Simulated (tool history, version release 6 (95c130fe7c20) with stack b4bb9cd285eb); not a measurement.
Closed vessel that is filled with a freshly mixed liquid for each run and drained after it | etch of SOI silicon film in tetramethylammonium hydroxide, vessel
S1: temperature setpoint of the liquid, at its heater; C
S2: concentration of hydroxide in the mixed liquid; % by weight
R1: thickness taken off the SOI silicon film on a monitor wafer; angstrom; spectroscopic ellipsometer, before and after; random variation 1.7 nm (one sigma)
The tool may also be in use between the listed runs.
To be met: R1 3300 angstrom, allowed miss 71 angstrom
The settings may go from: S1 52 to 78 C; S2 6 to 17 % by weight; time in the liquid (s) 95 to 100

{"run": 1, "hour": 0.0, "S1": 65, "S2": 11.5, "time in the liquid (s)": 95, "R1": 5988}
{"run": 2, "hour": 3.6, "S1": 68, "S2": 11.5, "time in the liquid (s)": 95, "R1": 7049.4}
{"run": 3, "hour": 9.5, "S1": 68, "S2": 11.5, "time in the liquid (s)": 95, "R1": 6990.2}
{"run": 4, "hour": 13.7, "S1": 65, "S2": 11.5, "time in the liquid (s)": 95, "R1": 5842.9}
{"run": 5, "hour": 20.5, "S1": 63, "S2": 11.5, "time in the liquid (s)": 95, "R1": 5205.4}
{"run": 6, "hour": 27.0, "S1": 58, "S2": 11.5, "time in the liquid (s)": 95, "R1": 3872.8}
{"run": 7, "hour": 31.4, "S1": 57.5, "S2": 11.5, "time in the liquid (s)": 95, "R1": 3713}
{"run": 8, "hour": 36.9, "S1": 57, "S2": 11.5, "time in the liquid (s)": 95, "R1": 3608}
{"run": 9, "hour": 38.0, "S1": 56.5, "S2": 11.5, "time in the liquid (s)": 95, "R1": 3486.3}
{"hour": 44.2, "done": "thermometer replaced"}
{"run": 10, "hour": 44.2, "S1": 56, "S2": 11.5, "time in the liquid (s)": 95, "R1": 3042.1}
{"run": 11, "hour": 47.7, "S1": 56.5, "S2": 11.5, "time in the liquid (s)": 95, "R1": 3123}

5 next moves are on the table. One of them brings every result within its allowed miss. Which?
{"run": "A", "hour": 51.2, "S1": 56.5, "S2": 12, "time in the liquid (s)": 95, "R1": "?"}
{"run": "B", "hour": 51.2, "S1": 55, "S2": 10, "time in the liquid (s)": 100, "R1": "?"}
{"run": "C", "hour": 51.2, "S1": 57, "S2": 12.5, "time in the liquid (s)": 100, "R1": "?"}
{"run": "D", "hour": 51.2, "S1": 56, "S2": 12.5, "time in the liquid (s)": 100, "R1": "?"}
{"run": "E", "hour": 51.2, "S1": 57, "S2": 12.5, "time in the liquid (s)": 95, "R1": "?"}

move=A R1=3125.6
move=B R1=3189.5
move=C R1=3339.6
move=D R1=3132.3
move=E R1=3172.6
A: as far off as the last run
B: nearer than the last run, and not there yet
C: meets every target
D: nearer than the last run, and not there yet
E: nearer than the last run, and not there yet
Answer: C

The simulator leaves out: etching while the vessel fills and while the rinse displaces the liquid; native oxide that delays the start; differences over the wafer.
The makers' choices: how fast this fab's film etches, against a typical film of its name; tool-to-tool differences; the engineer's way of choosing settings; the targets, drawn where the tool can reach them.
